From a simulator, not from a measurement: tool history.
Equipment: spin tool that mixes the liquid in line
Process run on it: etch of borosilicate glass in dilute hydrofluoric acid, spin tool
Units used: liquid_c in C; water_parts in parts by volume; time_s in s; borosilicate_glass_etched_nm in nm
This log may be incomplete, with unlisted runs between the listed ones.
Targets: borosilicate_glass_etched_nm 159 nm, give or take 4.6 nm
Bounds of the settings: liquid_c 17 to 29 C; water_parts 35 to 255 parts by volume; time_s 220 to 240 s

run 1 hour=0 | liquid_c=21 water_parts=145 time_s=220 | borosilicate_glass_etched_nm=57.852
run 2 hour=8.7 | liquid_c=21 water_parts=100 time_s=220 | borosilicate_glass_etched_nm=87.795
run 3 hour=17.1 | liquid_c=22.5 water_parts=95 time_s=220 | borosilicate_glass_etched_nm=98.998
run 4 hour=22.8 | liquid_c=19.5 water_parts=95 time_s=220 | borosilicate_glass_etched_nm=86.826
run 5 hour=26.2 | liquid_c=21.5 water_parts=90 time_s=220 | borosilicate_glass_etched_nm=99.665
-- hour=31.6 hydrofluoric acid flow meter replaced
run 6 hour=31.6 | liquid_c=23 water_parts=85 time_s=220 | borosilicate_glass_etched_nm=102.18
run 7 hour=32.4 | liquid_c=23.5 water_parts=75 time_s=220 | borosilicate_glass_etched_nm=119.89
run 8 hour=34 | liquid_c=24.5 water_parts=70 time_s=220 | borosilicate_glass_etched_nm=132.75
run 9 hour=39.1 | liquid_c=25.5 water_parts=70 time_s=220 | borosilicate_glass_etched_nm=137.08
run 10 hour=45.2 | liquid_c=26 water_parts=70 time_s=220 | borosilicate_glass_etched_nm=141.86
run 11 hour=46.2 | liquid_c=26.5 water_parts=70 time_s=220 | borosilicate_glass_etched_nm=144.74
run 12 hour=50.1 | liquid_c=26.5 water_parts=70 time_s=220 | borosilicate_glass_etched_nm=147.34
run 13 hour=57.9 | liquid_c=27 water_parts=70 time_s=220 | borosilicate_glass_etched_nm=148.89
run 14 hour=62 | liquid_c=27.5 water_parts=70 time_s=220 | borosilicate_glass_etched_nm=151.93
run 15 hour=70.9 | liquid_c=28 water_parts=70 time_s=220 | borosilicate_glass_etched_nm=151.61
run 16 hour=75.9 | liquid_c=28 water_parts=70 time_s=220 | borosilicate_glass_etched_nm=154.85

Pick the move, out of 4, that brings all results within their allowed miss; only one does.
run A hour=80.9 | liquid_c=26.5 water_parts=70 time_s=240 | borosilicate_glass_etched_nm=?
run B hour=80.9 | liquid_c=27.5 water_parts=70 time_s=220 | borosilicate_glass_etched_nm=?
run C hour=80.9 | liquid_c=29 water_parts=75 time_s=220 | borosilicate_glass_etched_nm=?
run D hour=80.9 | liquid_c=29 water_parts=80 time_s=240 | borosilicate_glass_etched_nm=?

move=A borosilicate_glass_etched_nm=157.42
move=B borosilicate_glass_etched_nm=150.11
move=C borosilicate_glass_etched_nm=147.5
move=D borosilicate_glass_etched_nm=149.77
A: meets every target
B: moves away from the targets compared with the last run
C: moves away from the targets compared with the last run
D: moves away from the targets compared with the last run
A is the move that brings every result within its allowed miss.
